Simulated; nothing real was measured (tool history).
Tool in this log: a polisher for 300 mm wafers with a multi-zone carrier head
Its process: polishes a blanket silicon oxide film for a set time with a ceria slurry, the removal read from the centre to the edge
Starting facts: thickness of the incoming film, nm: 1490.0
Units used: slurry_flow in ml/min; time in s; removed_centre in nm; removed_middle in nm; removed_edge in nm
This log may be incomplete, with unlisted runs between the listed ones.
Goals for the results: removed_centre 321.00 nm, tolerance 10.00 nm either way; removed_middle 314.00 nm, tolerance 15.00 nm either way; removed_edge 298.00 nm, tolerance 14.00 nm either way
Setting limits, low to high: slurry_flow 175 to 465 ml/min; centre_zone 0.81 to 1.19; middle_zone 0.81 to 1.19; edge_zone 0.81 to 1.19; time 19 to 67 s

Run 1, day 0.000: slurry_flow 295 ml/min, centre_zone 1.00, middle_zone 1.00, edge_zone 1.00, time 43 s. Result: removed_centre 203.29 nm, removed_middle 199.11 nm, removed_edge 205.25 nm.
Run 2, day 0.325: slurry_flow 295 ml/min, centre_zone 1.00, middle_zone 1.07, edge_zone 1.00, time 43 s. Result: removed_centre 200.01 nm, removed_middle 212.18 nm, removed_edge 205.35 nm.
Run 3, day 0.350: slurry_flow 305 ml/min, centre_zone 1.05, middle_zone 1.10, edge_zone 1.03, time 47 s. Result: removed_centre 228.68 nm, removed_middle 229.65 nm, removed_edge 226.73 nm.
Run 4, day 0.400: slurry_flow 310 ml/min, centre_zone 1.07, middle_zone 1.12, edge_zone 1.02, time 51 s. Result: removed_centre 253.67 nm, removed_middle 253.40 nm, removed_edge 236.40 nm.
Run 5, day 0.442: slurry_flow 310 ml/min, centre_zone 1.07, middle_zone 1.12, edge_zone 1.07, time 51 s. Result: removed_centre 255.25 nm, removed_middle 257.32 nm, removed_edge 246.94 nm.
Run 6, day 0.667: slurry_flow 315 ml/min, centre_zone 1.09, middle_zone 1.13, edge_zone 1.09, time 54 s. Result: removed_centre 275.88 nm, removed_middle 279.78 nm, removed_edge 274.51 nm.
Run 7, day 0.762: slurry_flow 315 ml/min, centre_zone 1.09, middle_zone 1.13, edge_zone 1.09, time 54 s. Result: removed_centre 273.74 nm, removed_middle 271.24 nm, removed_edge 274.25 nm.
Run 8, day 1.067: slurry_flow 315 ml/min, centre_zone 1.09, middle_zone 1.13, edge_zone 1.09, time 54 s. Result: removed_centre 274.98 nm, removed_middle 276.82 nm, removed_edge 265.01 nm.
Run 9, day 1.242: slurry_flow 320 ml/min, centre_zone 1.11, middle_zone 1.14, edge_zone 1.11, time 56 s. Result: removed_centre 291.09 nm, removed_middle 288.95 nm, removed_edge 280.30 nm.
Run 10, day 1.267: slurry_flow 320 ml/min, centre_zone 1.12, middle_zone 1.15, edge_zone 1.12, time 57 s. Result: removed_centre 298.24 nm, removed_middle 301.40 nm, removed_edge 294.90 nm.
Run 11, day 1.458: slurry_flow 325 ml/min, centre_zone 1.14, middle_zone 1.16, edge_zone 1.12, time 57 s. Result: removed_centre 302.62 nm, removed_middle 297.59 nm, removed_edge 287.90 nm.

Pick the move, out of 4, that brings all results within their allowed miss; only one does.
Run A, day 1.650: slurry_flow 315 ml/min, centre_zone 1.09, middle_zone 1.11, edge_zone 1.00, time 63 s. Result: removed_centre ?, removed_middle ?, removed_edge ?.
Run B, day 1.650: slurry_flow 340 ml/min, centre_zone 1.06, middle_zone 1.19, edge_zone 1.12, time 56 s. Result: removed_centre ?, removed_middle ?, removed_edge ?.
Run C, day 1.650: slurry_flow 370 ml/min, centre_zone 1.19, middle_zone 1.17, edge_zone 1.09, time 53 s. Result: removed_centre ?, removed_middle ?, removed_edge ?.
Run D, day 1.650: slurry_flow 290 ml/min, centre_zone 1.18, middle_zone 1.04, edge_zone 1.12, time 60 s. Result: removed_centre ?, removed_middle ?, removed_edge ?.

move  removed_centre  removed_middle  removed_edge
   A          323.84          316.54        296.62
   B          282.61          297.47        279.89
   C          298.82          279.60        262.52
   D          328.87          285.93        297.62
A: in spec on every target
B: the biggest miss grows against the last run
C: the biggest miss grows against the last run
D: brings the result that was furthest off to its target, and leaves another outside
A is the move that brings every result within its allowed miss.

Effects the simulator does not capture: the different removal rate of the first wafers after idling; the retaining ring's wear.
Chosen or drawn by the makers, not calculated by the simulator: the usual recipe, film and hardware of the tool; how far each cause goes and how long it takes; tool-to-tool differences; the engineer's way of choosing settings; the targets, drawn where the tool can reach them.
